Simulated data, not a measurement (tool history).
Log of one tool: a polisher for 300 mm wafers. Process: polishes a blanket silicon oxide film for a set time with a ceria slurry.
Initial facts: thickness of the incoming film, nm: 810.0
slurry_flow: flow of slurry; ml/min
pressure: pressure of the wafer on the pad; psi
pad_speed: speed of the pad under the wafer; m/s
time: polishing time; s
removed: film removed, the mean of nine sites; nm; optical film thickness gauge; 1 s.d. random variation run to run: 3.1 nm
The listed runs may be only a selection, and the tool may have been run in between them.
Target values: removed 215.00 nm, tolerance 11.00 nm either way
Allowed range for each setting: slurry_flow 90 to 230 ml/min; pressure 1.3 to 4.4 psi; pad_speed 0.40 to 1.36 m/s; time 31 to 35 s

run	hour	slurry_flow	pressure	pad_speed	time	removed
1	0.0	150	2.8	0.88	35	133.40
2	5.1	150	2.8	1.02	35	149.49
3	13.1	150	3.1	1.02	35	168.37
4	22.1	150	3.1	1.02	35	170.55
5	29.8	150	3.3	1.02	35	177.43
6	33.0	120	3.3	1.02	35	163.30
7	33.9	135	3.4	1.02	35	179.19
8	35.6	145	3.5	1.02	35	181.87

Consider the 4 candidate settings below. Which is the only one whose results all fall within their allowed miss of target?
A	37.3	120	4.0	1.02	34	?
B	37.3	175	2.7	1.28	35	?
C	37.3	120	3.7	1.06	35	?
D	37.3	135	3.7	1.16	35	?

move	removed
A	185.69
B	190.38
C	186.00
D	209.86
A: moves toward the targets from the last run without getting all of them in spec
B: moves toward the targets from the last run without getting all of them in spec
C: moves toward the targets from the last run without getting all of them in spec
D: in spec on every target
D is the move that brings every result within its allowed miss.
